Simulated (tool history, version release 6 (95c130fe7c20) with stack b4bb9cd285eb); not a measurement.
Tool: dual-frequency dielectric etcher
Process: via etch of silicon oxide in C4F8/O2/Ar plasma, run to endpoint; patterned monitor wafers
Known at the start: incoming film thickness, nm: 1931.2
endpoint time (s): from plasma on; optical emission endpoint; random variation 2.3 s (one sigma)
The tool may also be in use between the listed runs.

run 1 day=0 | source_power_(W)=1800 bias_power_(W)=2295 | endpoint_time_(s)=385.92
run 2 day=0.283 | source_power_(W)=1800 bias_power_(W)=2114 | endpoint_time_(s)=391.14
run 3 day=0.5 | source_power_(W)=1710 bias_power_(W)=2070 | endpoint_time_(s)=402.89
run 4 day=0.829 | source_power_(W)=1640 bias_power_(W)=2038 | endpoint_time_(s)=408.45
run 5 day=1 | source_power_(W)=1900 bias_power_(W)=2038 | endpoint_time_(s)=390.57
run 6 day=1.038 | source_power_(W)=2170 bias_power_(W)=2038 | endpoint_time_(s)=367.85
run 7 day=1.071 | source_power_(W)=2040 bias_power_(W)=1973 | endpoint_time_(s)=380.37
run 8 day=1.438 | source_power_(W)=1930 bias_power_(W)=1916 | endpoint_time_(s)=392.54

Run 9 comes next. What will it give?
run 9 day=1.767 | source_power_(W)=1840 bias_power_(W)=1870 | endpoint_time_(s)=?

endpoint time (s): 395.07

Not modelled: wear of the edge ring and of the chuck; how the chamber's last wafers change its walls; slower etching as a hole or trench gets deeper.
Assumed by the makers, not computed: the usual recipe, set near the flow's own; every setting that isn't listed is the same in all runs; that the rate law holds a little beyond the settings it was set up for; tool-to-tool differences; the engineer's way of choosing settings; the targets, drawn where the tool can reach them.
